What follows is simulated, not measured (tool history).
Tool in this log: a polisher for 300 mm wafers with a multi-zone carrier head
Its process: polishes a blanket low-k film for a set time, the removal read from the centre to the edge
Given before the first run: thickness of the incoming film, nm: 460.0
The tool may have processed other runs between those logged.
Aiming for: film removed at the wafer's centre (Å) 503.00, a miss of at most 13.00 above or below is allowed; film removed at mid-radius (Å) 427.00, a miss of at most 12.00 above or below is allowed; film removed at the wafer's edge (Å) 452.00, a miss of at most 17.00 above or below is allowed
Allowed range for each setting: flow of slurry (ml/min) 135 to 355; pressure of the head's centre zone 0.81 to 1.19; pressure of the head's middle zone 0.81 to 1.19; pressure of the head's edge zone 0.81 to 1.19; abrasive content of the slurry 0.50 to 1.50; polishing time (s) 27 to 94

run,hour,flow of slurry (ml/min),pressure of the head's centre zone,pressure of the head's middle zone,pressure of the head's edge zone,abrasive content of the slurry,polishing time (s),film removed at the wafer's centre (Å),film removed at mid-radius (Å),film removed at the wafer's edge (Å)
1,0.0,225,1.00,1.00,1.00,1.00,60,271.80,269.97,270.13
2,6.4,225,1.00,1.00,1.00,0.85,60,238.99,238.34,239.69
3,12.1,225,1.00,1.05,1.00,0.85,60,238.49,248.45,245.74
4,13.4,235,1.04,1.05,1.05,1.05,61,296.60,296.83,291.93
5,17.2,280,1.04,1.05,1.05,1.05,61,306.77,310.53,297.37
6,18.3,270,1.07,1.03,1.09,1.15,62,337.80,323.11,329.94
7,27.1,280,1.10,1.03,1.11,1.25,63,368.40,341.68,355.92
8,32.0,290,1.12,1.03,1.12,1.30,64,392.84,358.84,366.27
# hour 38.1: slurry nozzle cleaned
9,38.1,295,1.14,1.03,1.14,1.35,65,430.62,383.86,399.27
10,46.9,300,1.15,1.03,1.15,1.40,65,440.17,390.77,410.24
11,47.6,310,1.16,1.03,1.15,1.45,65,452.32,396.39,405.22
12,55.7,310,1.17,1.03,1.16,1.45,66,456.19,405.49,415.93
13,61.1,310,1.18,1.02,1.16,1.45,67,475.54,403.13,424.57

5 candidate next runs follow, results not yet known. Just one meets every target within its allowed miss. Identify it.
A,66.5,285,1.19,0.87,1.19,1.40,73,?,?,?
B,66.5,295,1.15,0.94,1.19,1.45,70,?,?,?
C,66.5,250,1.07,0.84,1.19,1.40,74,?,?,?
D,66.5,335,1.11,1.03,1.19,1.45,69,?,?,?
E,66.5,305,1.15,0.99,1.15,1.35,75,?,?,?

move,film removed at the wafer's centre (Å),film removed at mid-radius (Å),film removed at the wafer's edge (Å)
A,503.52,384.03,445.47
B,476.64,400.34,434.61
C,453.09,372.74,446.58
D,460.63,431.55,431.93
E,496.56,435.33,444.33
A: puts the biggest miss on target and leaves a different result outside tolerance
B: further off than the last run
C: further off than the last run
D: further off than the last run
E: every result lands within tolerance
E meets every target.
